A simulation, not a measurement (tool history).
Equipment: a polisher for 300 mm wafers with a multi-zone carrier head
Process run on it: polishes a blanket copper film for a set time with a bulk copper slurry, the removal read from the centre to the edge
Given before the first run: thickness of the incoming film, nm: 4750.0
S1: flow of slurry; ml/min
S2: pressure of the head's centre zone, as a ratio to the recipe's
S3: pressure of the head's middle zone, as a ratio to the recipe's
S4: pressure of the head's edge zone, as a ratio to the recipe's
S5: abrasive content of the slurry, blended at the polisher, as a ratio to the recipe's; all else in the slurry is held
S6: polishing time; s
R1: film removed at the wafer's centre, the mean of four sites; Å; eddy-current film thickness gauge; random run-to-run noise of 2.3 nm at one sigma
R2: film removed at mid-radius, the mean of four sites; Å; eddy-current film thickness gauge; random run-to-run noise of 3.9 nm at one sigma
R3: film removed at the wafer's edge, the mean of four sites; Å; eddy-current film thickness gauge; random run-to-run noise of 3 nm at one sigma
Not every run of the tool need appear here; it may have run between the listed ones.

{"run": 1, "hour": 0.0, "S1": 265, "S2": 1, "S3": 1, "S4": 1, "S5": 1, "S6": 31, "R1": 1626, "R2": 1644.1, "R3": 1599}
{"run": 2, "hour": 7.2, "S1": 275, "S2": 1.02, "S3": 1.04, "S4": 1.02, "S5": 1.15, "S6": 33, "R1": 1836.7, "R2": 1829.1, "R3": 1816.3}
{"run": 3, "hour": 15.2, "S1": 285, "S2": 1.02, "S3": 1.08, "S4": 0.99, "S5": 1.2, "S6": 35, "R1": 1953.2, "R2": 2024.7, "R3": 1967.2}
{"run": 4, "hour": 18.8, "S1": 290, "S2": 1.04, "S3": 1.11, "S4": 0.94, "S5": 1.25, "S6": 37, "R1": 2159.4, "R2": 2302.2, "R3": 1995.3}
{"run": 5, "hour": 23.1, "S1": 290, "S2": 1.04, "S3": 1.11, "S4": 0.94, "S5": 1.1, "S6": 37, "R1": 2057, "R2": 2212.6, "R3": 1914.9}
{"run": 6, "hour": 23.8, "S1": 295, "S2": 1.05, "S3": 1.13, "S4": 0.94, "S5": 1.2, "S6": 38, "R1": 2189.6, "R2": 2326, "R3": 2032.6}
{"run": 7, "hour": 27.5, "S1": 295, "S2": 1.05, "S3": 1.14, "S4": 0.94, "S5": 1.25, "S6": 39, "R1": 2292.1, "R2": 2460.9, "R3": 2095.5}
{"run": 8, "hour": 36.3, "S1": 300, "S2": 1.05, "S3": 1.15, "S4": 0.95, "S5": 1.3, "S6": 40, "R1": 2360.2, "R2": 2529.5, "R3": 2203.8}
{"run": 9, "hour": 38.2, "S1": 300, "S2": 1.05, "S3": 1.16, "S4": 0.95, "S5": 1.35, "S6": 41, "R1": 2465.5, "R2": 2689, "R3": 2325.9}

The next listed run, before its measurement:
{"run": 10, "hour": 44.4, "S1": 300, "S2": 1.06, "S3": 1.17, "S4": 0.95, "S5": 1.4, "S6": 41, "R1": "?", "R2": "?", "R3": "?"}

Run 10 measured R1 2475.8 Å, R2 2782.8 Å, R3 2279.5 Å.
